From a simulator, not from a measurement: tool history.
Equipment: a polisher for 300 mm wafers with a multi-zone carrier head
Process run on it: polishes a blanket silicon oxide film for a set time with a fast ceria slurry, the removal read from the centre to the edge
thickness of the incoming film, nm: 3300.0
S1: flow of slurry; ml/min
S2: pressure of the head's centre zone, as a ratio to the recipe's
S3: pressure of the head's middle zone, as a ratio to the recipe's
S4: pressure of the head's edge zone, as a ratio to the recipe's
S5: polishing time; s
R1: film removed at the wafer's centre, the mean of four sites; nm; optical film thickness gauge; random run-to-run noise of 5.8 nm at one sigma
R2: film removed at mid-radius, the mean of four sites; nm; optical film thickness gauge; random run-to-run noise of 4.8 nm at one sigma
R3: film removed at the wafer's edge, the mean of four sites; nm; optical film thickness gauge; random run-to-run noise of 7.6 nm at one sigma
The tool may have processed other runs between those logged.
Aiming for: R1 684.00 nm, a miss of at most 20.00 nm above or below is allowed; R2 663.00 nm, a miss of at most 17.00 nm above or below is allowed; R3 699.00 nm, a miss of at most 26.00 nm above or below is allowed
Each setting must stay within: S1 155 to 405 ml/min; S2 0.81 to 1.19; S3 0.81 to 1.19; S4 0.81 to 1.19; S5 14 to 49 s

| run | hour | S1 | S2 | S3 | S4 | S5 | R1 | R2 | R3 |
|---|---|---|---|---|---|---|---|---|---|
| 1 | 0.0 | 260 | 1.00 | 1.00 | 1.00 | 31 | 551.99 | 582.36 | 560.09 |
| 2 | 2.6 | 260 | 1.00 | 1.00 | 1.05 | 31 | 554.06 | 585.47 | 582.98 |
| 3 | 5.2 | 260 | 1.00 | 0.95 | 1.05 | 31 | 560.29 | 552.79 | 567.75 |
| 4 | 6.0 | 265 | 1.02 | 0.96 | 1.08 | 31 | 574.79 | 562.03 | 594.99 |
| 5 | 8.6 | 275 | 1.04 | 0.98 | 1.09 | 31 | 579.49 | 575.09 | 582.01 |
| 6 | 16.8 | 275 | 1.04 | 0.93 | 1.09 | 31 | 582.47 | 542.13 | 585.28 |
| 7 | 22.3 | 270 | 1.05 | 0.94 | 1.10 | 32 | 608.22 | 564.58 | 609.47 |
| 8 | 26.2 | 270 | 1.06 | 0.95 | 1.11 | 33 | 626.29 | 592.85 | 629.92 |

5 next moves are on the table. One of them brings every result within its allowed miss. Which?
| A | 30.1 | 325 | 1.19 | 1.03 | 0.97 | 32 | ? | ? | ? |
| B | 30.1 | 270 | 1.02 | 0.96 | 1.09 | 39 | ? | ? | ? |
| C | 30.1 | 290 | 1.05 | 0.94 | 1.09 | 31 | ? | ? | ? |
| D | 30.1 | 325 | 1.04 | 0.97 | 1.12 | 36 | ? | ? | ? |
| E | 30.1 | 315 | 0.88 | 0.92 | 1.14 | 37 | ? | ? | ? |

| move | R1 | R2 | R3 |
|---|---|---|---|
| A | 699.08 | 623.50 | 581.98 |
| B | 715.83 | 704.75 | 742.22 |
| C | 590.15 | 554.02 | 593.14 |
| D | 686.41 | 667.17 | 703.39 |
| E | 594.20 | 654.81 | 728.54 |
A: moves away from the targets compared with the last run
B: pushes the last run's worst result past its target
C: moves away from the targets compared with the last run
D: meets every target
E: gets the furthest-off result to its target, but another result is out of tolerance
Move D is the one to make.

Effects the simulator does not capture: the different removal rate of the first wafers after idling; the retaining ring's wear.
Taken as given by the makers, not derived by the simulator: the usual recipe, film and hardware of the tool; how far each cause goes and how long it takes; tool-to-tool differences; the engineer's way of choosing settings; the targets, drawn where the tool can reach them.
